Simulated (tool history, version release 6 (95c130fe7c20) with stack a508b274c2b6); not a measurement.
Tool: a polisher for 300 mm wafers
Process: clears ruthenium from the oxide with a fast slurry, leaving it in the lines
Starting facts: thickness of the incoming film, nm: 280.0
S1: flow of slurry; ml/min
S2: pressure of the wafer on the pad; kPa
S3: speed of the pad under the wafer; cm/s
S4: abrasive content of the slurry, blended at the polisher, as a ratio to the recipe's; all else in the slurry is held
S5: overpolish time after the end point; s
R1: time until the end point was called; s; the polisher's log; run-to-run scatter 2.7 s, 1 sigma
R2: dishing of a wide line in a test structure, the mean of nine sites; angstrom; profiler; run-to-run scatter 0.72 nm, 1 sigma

run	day	S1	S2	S3	S4	S5	R1	R2
1	0.000	240	17.9	80	1.0	25	97.544	497.36
2	0.346	205	17.9	80	1.0	25	99.377	495.30
3	0.704	205	21.4	80	1.0	25	88.466	577.92
4	0.904	205	19.3	78	1.0	26	95.031	540.43
5	1.017	205	17.2	76	1.0	27	111.830	532.68
6	1.246	205	16.5	76	1.0	26	115.220	462.84
7	1.483	205	15.9	76	1.0	26	119.750	457.54

Expected results for the next run?
8	1.808	205	15.2	76	1.0	26	?	?

Logged for run 8: R1 118.970 s, R2 445.45 angstrom.
